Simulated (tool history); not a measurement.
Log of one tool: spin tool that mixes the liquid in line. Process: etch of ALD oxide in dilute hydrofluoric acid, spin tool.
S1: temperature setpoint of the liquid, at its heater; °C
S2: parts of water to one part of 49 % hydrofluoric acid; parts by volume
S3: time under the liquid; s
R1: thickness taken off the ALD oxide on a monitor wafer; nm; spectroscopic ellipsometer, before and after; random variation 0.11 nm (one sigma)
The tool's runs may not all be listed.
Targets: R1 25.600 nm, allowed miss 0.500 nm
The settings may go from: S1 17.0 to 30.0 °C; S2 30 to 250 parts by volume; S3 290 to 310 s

run  hour    S1   S2   S3      R1
  1   0.0  22.0  140  290  19.458
  2   3.3  25.5  140  290  22.417
  3  11.2  26.5  140  290  23.409
  4  17.9  26.5  165  290  19.335
  5  23.4  27.5  160  290  20.639
  6  29.8  25.5  160  290  19.090
  7  36.7  26.5  155  290  20.635
  8  39.7  27.5  150  290  22.309
  9  41.1  28.0  150  290  22.794
 10  45.5  28.5  150  290  23.237
 11  50.9  29.0  150  290  23.571
 12  59.5  29.5  150  290  24.187

Which of these 4 next moves meets every target?
  A  68.1  28.5  145  310   ?
  B  68.1  30.0  155  300   ?
  C  68.1  30.0  165  300   ?
  D  68.1  30.0  155  290   ?

move      R1
   A  25.706
   B  24.302
   C  22.560
   D  23.492
A: meets every target
B: nearer than the last run, and not there yet
C: further off than the last run
D: further off than the last run
The right move is A.
